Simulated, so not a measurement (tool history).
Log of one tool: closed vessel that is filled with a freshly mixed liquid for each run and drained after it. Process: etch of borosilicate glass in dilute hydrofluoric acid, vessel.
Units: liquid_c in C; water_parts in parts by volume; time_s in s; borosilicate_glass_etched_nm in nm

run    day  liquid_c  water_parts  time_s  borosilicate_glass_etched_nm
  1  0.000      25.0          295      30                        3.2732
  2  0.217      25.0          295      30                        3.2078
  3  0.562      26.0          265      30                        3.8101
  4  0.617      27.0          240      30                        4.5607
  5  0.808      27.5          220      30                        5.1047
  6  1.133      30.0          220      30                        5.6143
  7  1.492      30.5          205      30                        6.1213
  8  1.854      31.0          190      30                        6.8820
  9  1.975      31.0          180      30                        7.4308
 10  2.304      31.0          170      30                        7.9344
 11  2.467      31.0          160      30                        8.4865
 12  2.754      33.0           75      30                       22.0210
 13  2.912      31.5           80      30                       19.4170
 14  3.192      31.5           85      30                       18.1450
 15  3.246      31.0           90      30                       16.7120
 16  3.538      30.0           90      30                       16.2040
 17  3.658      29.0           90      30                       15.7590
 18  3.892      28.0           90      30                       14.8300
 19  4.100      27.5           90      30                       14.5420
 20  4.408      27.0           90      30                       14.4810
 21  4.767      26.5           90      30                       14.1500
 22  4.908      26.0           90      30                       13.9260
 23  5.121      25.5           90      30                       13.4060

Forecast run 24:
 24  5.371      24.5           90      30                             ?

{"run 24": {"borosilicate_glass_etched_nm": 12.936}}
